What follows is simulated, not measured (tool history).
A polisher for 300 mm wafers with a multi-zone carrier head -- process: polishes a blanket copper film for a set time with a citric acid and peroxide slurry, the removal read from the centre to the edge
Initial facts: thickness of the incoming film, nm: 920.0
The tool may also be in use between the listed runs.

| run | day | flow of slurry (ml/min) | pressure of the head's centre zone | pressure of the head's middle zone | pressure of the head's edge zone | abrasive content of the slurry | polishing time (s) | film removed at the wafer's centre (Å) | film removed at mid-radius (Å) | film removed at the wafer's edge (Å) |
|---|---|---|---|---|---|---|---|---|---|---|
| 1 | 0 | 235 | 1 | 1 | 1 | 1 | 86 | 2398.2 | 2425.8 | 2438.8 |
| 2 | 0.225 | 275 | 1 | 1 | 1 | 1 | 86 | 2465.8 | 2495.7 | 2487 |
| 3 | 0.392 | 275 | 1 | 1 | 1 | 0.85 | 86 | 2390.6 | 2374.7 | 2380.3 |
| 4 | 0.6 | 330 | 1 | 1 | 1 | 0.85 | 86 | 2437.8 | 2424.4 | 2460.9 |
|  | 0.638 | slurry nozzle cleaned |
| 5 | 0.638 | 330 | 1 | 1.05 | 1 | 0.85 | 86 | 2509.1 | 2634.8 | 2449.6 |
| 6 | 0.738 | 330 | 1.02 | 1.04 | 1 | 0.9 | 86 | 2615.8 | 2659.3 | 2518.5 |

What will run 7 give?
| 7 | 1.004 | 335 | 1.04 | 1.04 | 1.01 | 0.9 | 86 | ? | ? | ? |

film removed at the wafer's centre (Å): 2681.2
film removed at mid-radius (Å): 2664
film removed at the wafer's edge (Å): 2521.2

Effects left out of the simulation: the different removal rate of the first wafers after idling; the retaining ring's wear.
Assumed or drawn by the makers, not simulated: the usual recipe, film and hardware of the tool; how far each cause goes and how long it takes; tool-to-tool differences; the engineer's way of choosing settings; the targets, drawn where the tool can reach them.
